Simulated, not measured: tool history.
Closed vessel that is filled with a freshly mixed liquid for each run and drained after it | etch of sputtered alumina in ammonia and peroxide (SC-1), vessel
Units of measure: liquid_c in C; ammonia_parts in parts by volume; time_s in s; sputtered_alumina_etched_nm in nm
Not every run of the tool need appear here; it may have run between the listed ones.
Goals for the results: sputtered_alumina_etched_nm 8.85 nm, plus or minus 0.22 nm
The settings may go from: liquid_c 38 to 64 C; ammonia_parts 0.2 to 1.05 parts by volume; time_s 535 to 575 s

run	day	liquid_c	ammonia_parts	time_s	sputtered_alumina_etched_nm
1	0	48	0.55	535	15.77
2	0.212	48	0.35	535	14.969
3	0.317	48	0.35	535	15.043
4	0.533	48	0.35	535	15.02
5	0.925	52.5	0.35	535	19.369
6	0.979	50.5	0.35	535	17.395
7	1.158	49	0.35	535	16.165
8	1.483	47.5	0.35	535	14.706
9	1.633	46	0.35	535	13.559
10	2.004	45	0.35	535	12.778
11	2.288	45	0.35	535	12.717
12	2.571	44	0.35	535	12.15
13	2.638	43	0.35	535	11.384
14	2.717	42.5	0.35	535	11.022
15	2.988	42	0.35	535	10.683
16	3.354	41.5	0.35	535	10.339
17	3.396	41	0.35	535	10.21

Which one of the following 4 next-run settings gets every result inside its allowed miss? There is exactly one.
A	3.438	38.5	0.45	550	?
B	3.438	38.5	0.6	540	?
C	3.438	39	0.35	555	?
D	3.438	39.5	0.2	535	?

move	sputtered_alumina_etched_nm
A	9.2514
B	9.337
C	9.3888
D	8.8352
A: an improvement on the last run, though not all results are within tolerance
B: an improvement on the last run, though not all results are within tolerance
C: an improvement on the last run, though not all results are within tolerance
D: hits every target within its allowed miss
D meets every target.

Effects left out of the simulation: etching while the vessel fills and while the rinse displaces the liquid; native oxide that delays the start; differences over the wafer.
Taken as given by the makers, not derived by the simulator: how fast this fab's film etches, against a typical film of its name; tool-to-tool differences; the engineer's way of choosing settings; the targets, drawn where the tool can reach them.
